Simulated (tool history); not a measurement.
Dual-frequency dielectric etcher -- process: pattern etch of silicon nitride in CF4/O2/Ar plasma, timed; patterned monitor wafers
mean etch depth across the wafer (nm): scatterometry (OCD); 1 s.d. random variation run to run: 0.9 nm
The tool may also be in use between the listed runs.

run  hour  source power (kW)  bias power (kW)  Ar flow (sccm)  CF4 flow (sccm)  etch time (s)  mean etch depth across the wafer (nm)
  1   0.0              0.500            0.064              99              136            141                                 320.38
  2   7.6              0.500            0.064              99              136            147                                 332.28
  3  10.1              0.500            0.057              99              136            147                                 319.71
  4  15.5              0.480            0.057              99              136            147                                 312.53
  5  24.1              0.480            0.057              99              136            141                                 299.63
  6  29.2              0.480            0.051              99              136            141                                 287.56
  7  37.8              0.470            0.051              99              136            141                                 286.81
  8  39.9              0.460            0.051              99              136            141                                 281.63

What does the tool deliver on the next run?
  9  47.6              0.450            0.051              99              136            141                                      ?

mean etch depth across the wafer (nm): 278.87
